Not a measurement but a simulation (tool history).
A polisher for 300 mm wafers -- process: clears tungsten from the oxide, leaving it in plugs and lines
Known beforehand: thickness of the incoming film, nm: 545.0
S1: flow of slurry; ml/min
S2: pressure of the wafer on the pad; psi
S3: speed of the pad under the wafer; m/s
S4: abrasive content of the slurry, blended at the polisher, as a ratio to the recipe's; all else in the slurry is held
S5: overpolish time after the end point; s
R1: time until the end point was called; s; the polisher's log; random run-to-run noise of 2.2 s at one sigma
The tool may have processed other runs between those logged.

run  hour   S1   S2    S3   S4  S5      R1
  1   0.0  205  3.9  1.16  1.0   7  124.15
  2   1.5  205  3.3  1.16  1.0   7  145.20
  3   6.5  205  3.3  1.36  1.0   7  123.92
  4  12.3  175  3.3  1.36  1.0   7  125.79
     16.4  -- worn pad replaced by a new one
  5  16.4  140  3.3  1.36  1.0   7  114.17
  6  20.4  125  3.3  1.36  1.0   7  115.91
  7  25.5  140  2.8  1.28  1.0   7  143.44
  8  26.4  155  2.5  1.24  1.0   7  160.95
  9  27.3  170  2.3  1.20  1.0   7  178.67
 10  32.5  170  1.8  1.12  1.0   7  238.28
 11  35.3  180  2.1  1.12  1.0   7  208.16
 12  39.8  185  2.1  1.12  1.0   7  208.48
 13  40.7  185  1.9  1.12  1.0   7  229.85

Estimate the outcome of run 14 from the log above:
 14  42.8  180  1.9  1.12  1.0   7   ?

Logged for run 14: R1 226.26 s.

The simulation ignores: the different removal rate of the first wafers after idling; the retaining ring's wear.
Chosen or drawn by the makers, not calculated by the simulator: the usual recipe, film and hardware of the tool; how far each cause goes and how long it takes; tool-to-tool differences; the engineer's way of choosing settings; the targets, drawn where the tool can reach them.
